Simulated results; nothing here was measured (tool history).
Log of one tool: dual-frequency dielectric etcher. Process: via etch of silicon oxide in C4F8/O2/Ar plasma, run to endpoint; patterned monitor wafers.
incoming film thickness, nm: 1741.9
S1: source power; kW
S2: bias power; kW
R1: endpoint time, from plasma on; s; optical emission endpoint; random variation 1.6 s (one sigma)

Run 1, hour 0.0: S1 1.940 kW, S2 2.743 kW. Result: R1 300.21 s.
Run 2, hour 1.0: S1 2.060 kW, S2 2.790 kW. Result: R1 287.43 s.
Run 3, hour 9.4: S1 2.130 kW, S2 2.809 kW. Result: R1 280.96 s.
Run 4, hour 17.4: S1 2.130 kW, S2 2.427 kW. Result: R1 292.73 s.
Run 5, hour 21.2: S1 2.450 kW, S2 2.427 kW. Result: R1 269.30 s.
Run 6, hour 26.3: S1 2.160 kW, S2 2.427 kW. Result: R1 289.60 s.
Run 7, hour 33.6: S1 2.240 kW, S2 2.453 kW. Result: R1 280.44 s.
Run 8, hour 39.5: S1 2.290 kW, S2 2.471 kW. Result: R1 279.91 s.
Run 9, hour 44.4: S1 2.290 kW, S2 2.471 kW. Result: R1 279.57 s.
Run 10, hour 44.9: S1 2.340 kW, S2 2.489 kW. Result: R1 274.57 s.
Run 11, hour 48.4: S1 2.380 kW, S2 2.501 kW. Result: R1 275.25 s.
Run 12, hour 53.1: S1 2.430 kW, S2 2.524 kW. Result: R1 267.65 s.

The next listed run, before its measurement:
Run 13, hour 61.3: S1 2.450 kW, S2 2.531 kW. Result: R1 ?.

{"run 13": {"R1": 264.91}}
